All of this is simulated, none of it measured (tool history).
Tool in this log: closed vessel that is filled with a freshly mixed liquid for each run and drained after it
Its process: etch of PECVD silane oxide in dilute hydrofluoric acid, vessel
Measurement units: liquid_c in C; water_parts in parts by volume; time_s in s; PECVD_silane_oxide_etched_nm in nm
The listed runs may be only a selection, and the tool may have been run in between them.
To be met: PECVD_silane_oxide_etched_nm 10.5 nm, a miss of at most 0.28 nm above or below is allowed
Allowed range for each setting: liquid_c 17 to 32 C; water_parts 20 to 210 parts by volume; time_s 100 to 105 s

run 1 hour=0 | liquid_c=24 water_parts=115 time_s=100 | PECVD_silane_oxide_etched_nm=12.466
run 2 hour=8.2 | liquid_c=23.5 water_parts=115 time_s=100 | PECVD_silane_oxide_etched_nm=12.292
run 3 hour=17 | liquid_c=23.5 water_parts=115 time_s=105 | PECVD_silane_oxide_etched_nm=13.081
run 4 hour=22.1 | liquid_c=25 water_parts=115 time_s=105 | PECVD_silane_oxide_etched_nm=13.895
run 5 hour=27.1 | liquid_c=25 water_parts=85 time_s=105 | PECVD_silane_oxide_etched_nm=19.025
run 6 hour=33.2 | liquid_c=21.5 water_parts=85 time_s=105 | PECVD_silane_oxide_etched_nm=16.489
run 7 hour=35 | liquid_c=21 water_parts=90 time_s=105 | PECVD_silane_oxide_etched_nm=15.596
run 8 hour=43.5 | liquid_c=20.5 water_parts=95 time_s=105 | PECVD_silane_oxide_etched_nm=14.111
run 9 hour=49.1 | liquid_c=20 water_parts=95 time_s=105 | PECVD_silane_oxide_etched_nm=13.931
run 10 hour=50.3 | liquid_c=19.5 water_parts=95 time_s=105 | PECVD_silane_oxide_etched_nm=13.529
run 11 hour=54 | liquid_c=19.5 water_parts=95 time_s=105 | PECVD_silane_oxide_etched_nm=13.651
run 12 hour=59.6 | liquid_c=19 water_parts=95 time_s=105 | PECVD_silane_oxide_etched_nm=13.21
run 13 hour=65.5 | liquid_c=18.5 water_parts=95 time_s=105 | PECVD_silane_oxide_etched_nm=12.956
run 14 hour=66.8 | liquid_c=17.5 water_parts=105 time_s=105 | PECVD_silane_oxide_etched_nm=11.154
run 15 hour=75 | liquid_c=17 water_parts=105 time_s=105 | PECVD_silane_oxide_etched_nm=10.81

Which one of the following 4 next-run settings gets every result inside its allowed miss? There is exactly one.
run A hour=83.2 | liquid_c=17 water_parts=100 time_s=100 | PECVD_silane_oxide_etched_nm=?
run B hour=83.2 | liquid_c=17.5 water_parts=105 time_s=105 | PECVD_silane_oxide_etched_nm=?
run C hour=83.2 | liquid_c=18.5 water_parts=110 time_s=100 | PECVD_silane_oxide_etched_nm=?
run D hour=83.2 | liquid_c=18.5 water_parts=110 time_s=105 | PECVD_silane_oxide_etched_nm=?

move=A PECVD_silane_oxide_etched_nm=10.964
move=B PECVD_silane_oxide_etched_nm=11.139
move=C PECVD_silane_oxide_etched_nm=10.501
move=D PECVD_silane_oxide_etched_nm=11.026
A: lands further from the targets than the last run did
B: lands further from the targets than the last run did
C: in spec on every target
D: lands further from the targets than the last run did
Go with C: it meets all targets.
